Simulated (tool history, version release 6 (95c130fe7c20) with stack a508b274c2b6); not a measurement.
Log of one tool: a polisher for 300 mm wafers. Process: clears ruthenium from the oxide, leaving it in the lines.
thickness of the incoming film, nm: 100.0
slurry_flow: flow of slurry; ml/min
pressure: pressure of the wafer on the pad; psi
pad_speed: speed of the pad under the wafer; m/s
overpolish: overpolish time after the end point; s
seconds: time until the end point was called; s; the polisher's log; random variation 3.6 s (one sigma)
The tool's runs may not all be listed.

{"run": 1, "hour": 0.0, "slurry_flow": 195, "pressure": 1.3, "pad_speed": 1.12, "overpolish": 8, "seconds": 152.55}
{"run": 2, "hour": 8.2, "slurry_flow": 195, "pressure": 1.3, "pad_speed": 1.12, "overpolish": 8, "seconds": 157.3}
{"run": 3, "hour": 17.1, "slurry_flow": 195, "pressure": 1.3, "pad_speed": 1.28, "overpolish": 8, "seconds": 136.64}
{"run": 4, "hour": 25.2, "slurry_flow": 195, "pressure": 1.3, "pad_speed": 1.28, "overpolish": 8, "seconds": 138.6}
{"run": 5, "hour": 31.8, "slurry_flow": 195, "pressure": 1.3, "pad_speed": 1.28, "overpolish": 8, "seconds": 138.24}
{"run": 6, "hour": 34.4, "slurry_flow": 195, "pressure": 1.2, "pad_speed": 1.26, "overpolish": 8, "seconds": 152.94}
{"run": 7, "hour": 40.2, "slurry_flow": 195, "pressure": 1.1, "pad_speed": 1.26, "overpolish": 8, "seconds": 162.72}
{"run": 8, "hour": 44.2, "slurry_flow": 195, "pressure": 1, "pad_speed": 1.24, "overpolish": 8, "seconds": 180.82}

The next listed run, before its measurement:
{"run": 9, "hour": 45.8, "slurry_flow": 195, "pressure": 0.9, "pad_speed": 1.24, "overpolish": 8, "seconds": "?"}

Run 9 gave seconds 203.54 s.
